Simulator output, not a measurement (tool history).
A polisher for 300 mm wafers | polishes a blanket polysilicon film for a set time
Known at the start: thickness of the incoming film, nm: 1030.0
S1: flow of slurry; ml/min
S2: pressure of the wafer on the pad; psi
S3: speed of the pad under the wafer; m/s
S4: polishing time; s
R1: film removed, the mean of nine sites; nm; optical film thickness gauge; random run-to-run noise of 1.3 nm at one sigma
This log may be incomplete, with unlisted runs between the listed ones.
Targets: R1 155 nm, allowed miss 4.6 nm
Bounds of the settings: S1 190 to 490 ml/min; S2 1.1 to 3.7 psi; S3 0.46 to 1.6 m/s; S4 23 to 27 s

run	day	S1	S2	S3	S4	R1
1	0	315	2.4	1.02	27	179.72
2	0.238	315	2.4	1.02	27	179.56
3	0.446	245	2.4	1.02	27	174.81
4	0.5	245	2.4	0.8	27	138.2
# day 0.708: slurry nozzle cleaned
5	0.708	245	2.4	0.7	27	125.66
6	0.812	245	2.4	0.7	27	128.77
7	1.167	255	2.5	0.7	27	131.73
8	1.342	260	2.6	0.7	27	136.05
9	1.392	265	2.6	0.7	27	135.59
10	1.629	265	2.7	0.7	27	140.92
11	1.721	275	2.9	0.7	27	149.83
12	1.954	275	2.9	0.7	27	150.26

Which of these 4 next moves meets every target?
A	2.188	285	3.1	0.72	26	?
B	2.188	300	3.1	0.72	24	?
C	2.188	290	2.8	0.7	26	?
D	2.188	315	2.9	0.68	26	?

move	R1
A	158.88
B	147.21
C	142.23
D	143.27
A: every result within its allowed miss
B: its largest miss is bigger than the last run's
C: its largest miss is bigger than the last run's
D: its largest miss is bigger than the last run's
Move A is the one to make.
